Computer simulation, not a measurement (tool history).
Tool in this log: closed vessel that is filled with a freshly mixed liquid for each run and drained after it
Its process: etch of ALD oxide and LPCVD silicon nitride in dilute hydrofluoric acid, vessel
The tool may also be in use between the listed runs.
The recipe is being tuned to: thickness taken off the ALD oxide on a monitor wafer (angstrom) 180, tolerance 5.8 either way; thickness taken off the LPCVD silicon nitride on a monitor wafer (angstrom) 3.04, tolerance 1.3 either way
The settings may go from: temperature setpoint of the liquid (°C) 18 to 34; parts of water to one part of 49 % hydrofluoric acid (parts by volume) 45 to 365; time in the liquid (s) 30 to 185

run,day,temperature setpoint of the liquid (°C),parts of water to one part of 49 % hydrofluoric acid (parts by volume),time in the liquid (s),thickness taken off the ALD oxide on a monitor wafer (angstrom),thickness taken off the LPCVD silicon nitride on a monitor wafer (angstrom)
1,0,26,205,95,126.96,2.2949
2,0.038,26,240,95,102.88,1.9785
3,0.338,26,240,115,123.9,2.4701
4,0.704,26,240,140,151.54,3.7459
5,0.904,26,240,115,126.24,2.1443
6,0.958,28,240,115,136.07,2.8399
7,1.05,29.5,235,115,146.08,2.7704
8,1.392,30.5,235,115,148.26,3.8064

Of the 4 settings listed for the next run, only one would bring every result within its allowed miss of target. Which one?
A,1.733,28,155,90,?,?
B,1.733,29.5,240,105,?,?
C,1.733,25.5,125,70,?,?
D,1.733,31.5,205,105,?,?

move,thickness taken off the ALD oxide on a monitor wafer (angstrom),thickness taken off the LPCVD silicon nitride on a monitor wafer (angstrom)
A,177.44,2.7643
B,127.27,2.2679
C,161.72,2.2759
D,166.31,2.9994
A: every result lands within tolerance
B: the biggest miss grows against the last run
C: moves toward the targets from the last run without getting all of them in spec
D: moves toward the targets from the last run without getting all of them in spec
The move that meets every target is A.
